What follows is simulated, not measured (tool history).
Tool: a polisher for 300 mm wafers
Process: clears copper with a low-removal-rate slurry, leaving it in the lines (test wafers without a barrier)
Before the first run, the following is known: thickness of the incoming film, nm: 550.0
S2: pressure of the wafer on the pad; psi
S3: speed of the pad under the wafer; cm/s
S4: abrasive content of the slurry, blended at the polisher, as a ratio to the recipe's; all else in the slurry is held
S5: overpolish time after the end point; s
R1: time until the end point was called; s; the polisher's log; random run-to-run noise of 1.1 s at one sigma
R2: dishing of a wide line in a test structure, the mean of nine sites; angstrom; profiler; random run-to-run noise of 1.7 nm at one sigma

Run 1, hour 0.0: flow of slurry (ml/min) 190, S2 3.1 psi, S3 142 cm/s, S4 1.0, S5 14 s. Result: R1 152.610 s, R2 378.65 angstrom.
Run 2, hour 5.7: flow of slurry (ml/min) 190, S2 3.1 psi, S3 178 cm/s, S4 1.0, S5 14 s. Result: R1 124.170 s, R2 461.63 angstrom.
Run 3, hour 12.7: flow of slurry (ml/min) 190, S2 3.6 psi, S3 178 cm/s, S4 1.0, S5 14 s. Result: R1 104.980 s, R2 538.88 angstrom.
Run 4, hour 15.2: flow of slurry (ml/min) 190, S2 3.6 psi, S3 194 cm/s, S4 1.0, S5 14 s. Result: R1 97.547 s, R2 556.27 angstrom.
Run 5, hour 19.2: flow of slurry (ml/min) 190, S2 3.7 psi, S3 194 cm/s, S4 1.0, S5 16 s. Result: R1 96.312 s, R2 650.85 angstrom.
At hour 26.4: slurry nozzle cleaned.
Run 6, hour 26.4: flow of slurry (ml/min) 190, S2 3.7 psi, S3 194 cm/s, S4 0.9, S5 16 s. Result: R1 92.515 s, R2 655.47 angstrom.

Predict the results of run 7:
Run 7, hour 32.5: flow of slurry (ml/min) 190, S2 3.7 psi, S3 194 cm/s, S4 0.9, S5 17 s. Result: R1 ?, R2 ?.

For run 7 the tool returned R1 91.823 s, R2 683.71 angstrom.

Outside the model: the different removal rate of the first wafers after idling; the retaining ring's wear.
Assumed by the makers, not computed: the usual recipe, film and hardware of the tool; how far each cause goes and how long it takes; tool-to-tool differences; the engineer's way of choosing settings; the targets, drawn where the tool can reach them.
